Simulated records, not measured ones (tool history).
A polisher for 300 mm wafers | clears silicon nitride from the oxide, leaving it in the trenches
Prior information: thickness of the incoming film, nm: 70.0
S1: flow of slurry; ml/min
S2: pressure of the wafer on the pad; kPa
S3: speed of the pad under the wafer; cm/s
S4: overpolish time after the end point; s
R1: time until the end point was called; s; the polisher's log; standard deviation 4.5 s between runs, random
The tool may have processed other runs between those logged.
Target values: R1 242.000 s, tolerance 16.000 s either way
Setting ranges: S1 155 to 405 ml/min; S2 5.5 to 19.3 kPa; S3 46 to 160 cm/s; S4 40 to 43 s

run,hour,S1,S2,S3,S4,R1
1,0.0,260,12.4,102,40,107.330
2,8.5,260,12.4,126,40,86.780
3,11.2,320,12.4,126,40,82.215
4,15.7,320,12.4,110,40,98.472
5,19.6,320,12.4,86,40,119.930
6,26.5,320,12.4,86,40,122.510
7,33.6,320,11.7,84,40,131.480
8,40.7,320,11.0,82,40,144.200
9,48.9,320,10.3,82,40,152.030
10,53.6,320,9.7,80,40,165.240
11,62.0,320,9.0,80,40,177.100
12,69.0,320,9.0,80,40,174.560
13,71.0,320,8.3,80,40,186.680
14,75.8,320,7.6,80,40,205.220

Exactly one of the 5 candidate moves below puts every result within its allowed miss. Which one?
A,80.6,320,7.6,68,40,?
B,80.6,325,5.5,82,43,?
C,80.6,305,6.2,68,43,?
D,80.6,300,6.2,68,40,?
E,80.6,360,7.6,104,43,?

move,R1
A,245.080
B,276.200
C,297.690
D,298.170
E,161.130
A: in spec on every target
B: takes the result that was furthest off past its target
C: takes the result that was furthest off past its target
D: takes the result that was furthest off past its target
E: lands further from the targets than the last run did
Move A is the one to make.

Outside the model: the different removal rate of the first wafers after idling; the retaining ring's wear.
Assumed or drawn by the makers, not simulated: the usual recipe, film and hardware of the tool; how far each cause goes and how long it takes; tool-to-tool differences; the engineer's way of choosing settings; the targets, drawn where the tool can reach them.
